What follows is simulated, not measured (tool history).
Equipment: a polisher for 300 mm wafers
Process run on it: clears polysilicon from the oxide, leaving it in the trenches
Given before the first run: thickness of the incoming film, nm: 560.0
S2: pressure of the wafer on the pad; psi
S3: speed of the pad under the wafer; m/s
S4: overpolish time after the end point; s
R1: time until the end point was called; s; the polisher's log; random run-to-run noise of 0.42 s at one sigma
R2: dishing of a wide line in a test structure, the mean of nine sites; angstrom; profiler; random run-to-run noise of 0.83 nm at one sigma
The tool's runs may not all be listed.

run 1 hour=0.0 | flow_of_slurry_(ml/min)=175 S2=2.7 S3=0.84 S4=12 | R1=46.690 R2=470.41
run 2 hour=7.5 | flow_of_slurry_(ml/min)=175 S2=2.7 S3=0.84 S4=7 | R1=47.122 R2=424.91
run 3 hour=10.3 | flow_of_slurry_(ml/min)=175 S2=2.8 S3=0.84 S4=8 | R1=44.813 R2=447.44
run 4 hour=18.8 | flow_of_slurry_(ml/min)=175 S2=2.8 S3=0.72 S4=8 | R1=52.813 R2=434.38
run 5 hour=20.6 | flow_of_slurry_(ml/min)=175 S2=3.0 S3=0.72 S4=8 | R1=49.570 R2=430.60
run 6 hour=27.6 | flow_of_slurry_(ml/min)=175 S2=2.6 S3=0.72 S4=8 | R1=56.714 R2=424.28
run 7 hour=30.9 | flow_of_slurry_(ml/min)=175 S2=2.9 S3=0.72 S4=9 | R1=50.877 R2=454.91
run 8 hour=39.5 | flow_of_slurry_(ml/min)=175 S2=3.1 S3=0.72 S4=9 | R1=47.457 R2=451.60

What will run 9 give?
run 9 hour=41.1 | flow_of_slurry_(ml/min)=175 S2=3.3 S3=0.72 S4=9 | R1=? R2=?

Run 9 measured R1 44.840 s, R2 478.14 angstrom.
